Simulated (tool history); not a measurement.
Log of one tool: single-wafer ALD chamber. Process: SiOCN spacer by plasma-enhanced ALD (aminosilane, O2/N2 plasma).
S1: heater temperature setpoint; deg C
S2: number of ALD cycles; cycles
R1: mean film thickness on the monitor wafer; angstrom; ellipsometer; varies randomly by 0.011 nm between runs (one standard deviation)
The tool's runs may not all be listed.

{"run": 1, "hour": 0.0, "S1": 390, "S2": 45, "R1": 28.417}
{"run": 2, "hour": 4.5, "S1": 390, "S2": 44, "R1": 27.867}
{"run": 3, "hour": 8.3, "S1": 398, "S2": 44, "R1": 27.738}
{"run": 4, "hour": 10.8, "S1": 398, "S2": 50, "R1": 31.575}
{"run": 5, "hour": 15.6, "S1": 398, "S2": 49, "R1": 31.205}
{"run": 6, "hour": 24.4, "S1": 398, "S2": 54, "R1": 34.353}
{"run": 7, "hour": 26.4, "S1": 398, "S2": 52, "R1": 32.913}
{"run": 8, "hour": 29.7, "S1": 398, "S2": 50, "R1": 31.936}
{"run": 9, "hour": 36.5, "S1": 398, "S2": 49, "R1": 31.079}
{"run": 10, "hour": 42.2, "S1": 398, "S2": 48, "R1": 30.448}
{"run": 11, "hour": 51.1, "S1": 398, "S2": 47, "R1": 29.872}
{"run": 12, "hour": 60.0, "S1": 398, "S2": 46, "R1": 29.311}

Run 13 is up next; what results do you expect?
{"run": 13, "hour": 64.1, "S1": 398, "S2": 45, "R1": "?"}

{"run 13": {"R1": 28.8}}

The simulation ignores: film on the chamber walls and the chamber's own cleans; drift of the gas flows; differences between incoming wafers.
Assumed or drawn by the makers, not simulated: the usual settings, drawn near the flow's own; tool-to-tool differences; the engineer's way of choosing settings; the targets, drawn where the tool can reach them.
